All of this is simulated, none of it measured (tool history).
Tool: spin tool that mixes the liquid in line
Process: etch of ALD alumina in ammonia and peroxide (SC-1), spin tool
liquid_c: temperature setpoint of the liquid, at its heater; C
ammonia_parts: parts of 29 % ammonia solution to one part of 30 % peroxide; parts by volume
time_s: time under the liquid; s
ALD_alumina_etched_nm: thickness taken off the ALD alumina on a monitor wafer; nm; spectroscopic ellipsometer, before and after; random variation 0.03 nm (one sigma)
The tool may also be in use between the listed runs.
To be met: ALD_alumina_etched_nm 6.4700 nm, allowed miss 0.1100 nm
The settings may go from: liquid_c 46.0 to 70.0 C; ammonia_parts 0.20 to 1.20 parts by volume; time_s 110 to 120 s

{"run": 1, "day": 0.0, "liquid_c": 62.0, "ammonia_parts": 0.75, "time_s": 110, "ALD_alumina_etched_nm": 11.427}
{"run": 2, "day": 0.229, "liquid_c": 58.5, "ammonia_parts": 0.75, "time_s": 110, "ALD_alumina_etched_nm": 9.5761}
{"run": 3, "day": 0.517, "liquid_c": 56.0, "ammonia_parts": 0.75, "time_s": 110, "ALD_alumina_etched_nm": 8.4193}
{"run": 4, "day": 0.712, "liquid_c": 56.0, "ammonia_parts": 0.95, "time_s": 110, "ALD_alumina_etched_nm": 8.5969}
{"run": 5, "day": 0.771, "liquid_c": 54.5, "ammonia_parts": 0.95, "time_s": 110, "ALD_alumina_etched_nm": 7.9386}
{"run": 6, "day": 1.083, "liquid_c": 54.5, "ammonia_parts": 1.05, "time_s": 110, "ALD_alumina_etched_nm": 7.9751}
{"run": 7, "day": 1.112, "liquid_c": 53.5, "ammonia_parts": 1.05, "time_s": 110, "ALD_alumina_etched_nm": 7.502}
{"run": 8, "day": 1.354, "liquid_c": 52.5, "ammonia_parts": 1.05, "time_s": 110, "ALD_alumina_etched_nm": 7.2209}
{"run": 9, "day": 1.675, "liquid_c": 52.0, "ammonia_parts": 1.05, "time_s": 110, "ALD_alumina_etched_nm": 6.9695}
{"run": 10, "day": 1.967, "liquid_c": 52.0, "ammonia_parts": 1.05, "time_s": 110, "ALD_alumina_etched_nm": 6.9972}
{"run": 11, "day": 2.183, "liquid_c": 51.5, "ammonia_parts": 1.05, "time_s": 110, "ALD_alumina_etched_nm": 6.7823}
{"run": 12, "day": 2.296, "liquid_c": 51.0, "ammonia_parts": 1.05, "time_s": 110, "ALD_alumina_etched_nm": 6.581}

4 next moves are on the table. One of them brings every result within its allowed miss. Which?
{"run": "A", "day": 2.408, "liquid_c": 50.0, "ammonia_parts": 1.1, "time_s": 110, "ALD_alumina_etched_nm": "?"}
{"run": "B", "day": 2.408, "liquid_c": 48.0, "ammonia_parts": 1.2, "time_s": 120, "ALD_alumina_etched_nm": "?"}
{"run": "C", "day": 2.408, "liquid_c": 49.0, "ammonia_parts": 1.1, "time_s": 120, "ALD_alumina_etched_nm": "?"}
{"run": "D", "day": 2.408, "liquid_c": 50.0, "ammonia_parts": 0.95, "time_s": 120, "ALD_alumina_etched_nm": "?"}

move=A ALD_alumina_etched_nm=6.3351
move=B ALD_alumina_etched_nm=6.2384
move=C ALD_alumina_etched_nm=6.5403
move=D ALD_alumina_etched_nm=6.8155
A: takes the result that was furthest off past its target
B: takes the result that was furthest off past its target
C: meets every target
D: further off than the last run
Move C is the one to make.
